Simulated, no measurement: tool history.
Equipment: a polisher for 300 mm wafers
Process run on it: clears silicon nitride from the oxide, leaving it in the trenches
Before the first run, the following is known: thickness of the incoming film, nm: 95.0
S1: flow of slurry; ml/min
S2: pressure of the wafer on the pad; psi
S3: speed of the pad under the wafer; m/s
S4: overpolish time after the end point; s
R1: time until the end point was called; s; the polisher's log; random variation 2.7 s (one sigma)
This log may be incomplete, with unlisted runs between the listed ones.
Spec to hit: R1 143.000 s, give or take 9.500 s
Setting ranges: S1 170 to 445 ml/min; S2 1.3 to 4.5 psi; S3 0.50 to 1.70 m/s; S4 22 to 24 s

Run 1, day 0.000: S1 285 ml/min, S2 2.9 psi, S3 1.10 m/s, S4 22 s. Result: R1 102.850 s.
Run 2, day 0.133: S1 285 ml/min, S2 2.6 psi, S3 1.08 m/s, S4 22 s. Result: R1 113.400 s.
Run 3, day 0.354: S1 285 ml/min, S2 2.4 psi, S3 1.06 m/s, S4 22 s. Result: R1 121.840 s.
Run 4, day 0.492: S1 285 ml/min, S2 2.8 psi, S3 1.06 m/s, S4 22 s. Result: R1 104.590 s.
Run 5, day 0.717: S1 225 ml/min, S2 2.8 psi, S3 1.06 m/s, S4 22 s. Result: R1 106.560 s.
Run 6, day 0.871: S1 225 ml/min, S2 2.8 psi, S3 1.18 m/s, S4 22 s. Result: R1 99.265 s.
Run 7, day 1.138: S1 225 ml/min, S2 2.5 psi, S3 1.16 m/s, S4 22 s. Result: R1 111.950 s.
Run 8, day 1.279: S1 225 ml/min, S2 1.8 psi, S3 1.12 m/s, S4 22 s. Result: R1 155.830 s.

Which single option among these 4 for the next run brings every result within its allowed miss of target? Just one does.
Run A, day 1.421: S1 275 ml/min, S2 1.9 psi, S3 0.92 m/s, S4 22 s. Result: R1 ?.
Run B, day 1.421: S1 255 ml/min, S2 1.8 psi, S3 0.98 m/s, S4 22 s. Result: R1 ?.
Run C, day 1.421: S1 260 ml/min, S2 2.5 psi, S3 0.88 m/s, S4 22 s. Result: R1 ?.
Run D, day 1.421: S1 170 ml/min, S2 1.4 psi, S3 1.24 m/s, S4 22 s. Result: R1 ?.

move       R1
   A  178.180
   B  177.740
   C  144.830
   D  189.310
A: misses by more than the last run did
B: misses by more than the last run did
C: hits every target within its allowed miss
D: misses by more than the last run did
The move that meets every target is C.
